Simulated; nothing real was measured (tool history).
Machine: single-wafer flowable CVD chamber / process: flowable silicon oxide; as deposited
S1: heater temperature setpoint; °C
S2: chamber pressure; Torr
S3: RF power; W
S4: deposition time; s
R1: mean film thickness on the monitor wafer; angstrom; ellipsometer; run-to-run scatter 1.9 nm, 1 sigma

run,hour,S1,S2,S3,S4,R1
1,0,95,0.609,1805,743,3338.3
2,3.3,101,0.609,1805,743,2654.5
3,12,97,0.609,1805,743,3111.7
4,15,97,0.609,1805,705,2935.2
5,22.2,94,0.609,1805,705,3276.3
6,26.5,91,0.609,1805,705,3647.8

Run 7, settings as shown, results not yet in. Your forecast:
7,27,89,0.609,1805,705,?

Run 7 produced R1 3901 angstrom.

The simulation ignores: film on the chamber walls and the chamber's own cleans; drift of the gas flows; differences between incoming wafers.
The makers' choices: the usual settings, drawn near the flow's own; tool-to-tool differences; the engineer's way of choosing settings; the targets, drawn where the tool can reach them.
